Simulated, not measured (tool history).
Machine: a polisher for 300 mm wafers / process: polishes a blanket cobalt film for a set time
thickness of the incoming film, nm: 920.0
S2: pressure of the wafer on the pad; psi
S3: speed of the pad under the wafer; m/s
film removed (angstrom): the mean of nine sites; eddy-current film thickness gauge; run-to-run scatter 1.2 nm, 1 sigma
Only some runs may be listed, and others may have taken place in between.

{"run": 1, "hour": 0.0, "flow of slurry (ml/min)": 280, "S2": 1.2, "S3": 0.78, "polishing time (s)": 102, "film removed (angstrom)": 1957.8}
{"run": 2, "hour": 1.1, "flow of slurry (ml/min)": 280, "S2": 1.2, "S3": 0.68, "polishing time (s)": 102, "film removed (angstrom)": 1729.0}
{"run": 3, "hour": 6.0, "flow of slurry (ml/min)": 280, "S2": 1.2, "S3": 0.68, "polishing time (s)": 102, "film removed (angstrom)": 1735.4}
{"run": 4, "hour": 12.4, "flow of slurry (ml/min)": 280, "S2": 1.2, "S3": 0.48, "polishing time (s)": 102, "film removed (angstrom)": 1217.1}
{"hour": 20.7, "done": "head pressure recalibrated"}
{"run": 5, "hour": 20.7, "flow of slurry (ml/min)": 220, "S2": 1.2, "S3": 0.48, "polishing time (s)": 102, "film removed (angstrom)": 1305.9}
{"run": 6, "hour": 29.5, "flow of slurry (ml/min)": 230, "S2": 1.1, "S3": 0.48, "polishing time (s)": 102, "film removed (angstrom)": 1228.9}

Estimate the outcome of run 7 from the log above:
{"run": 7, "hour": 35.0, "flow of slurry (ml/min)": 240, "S2": 1.0, "S3": 0.48, "polishing time (s)": 102, "film removed (angstrom)": "?"}

film removed (angstrom): 1126.2
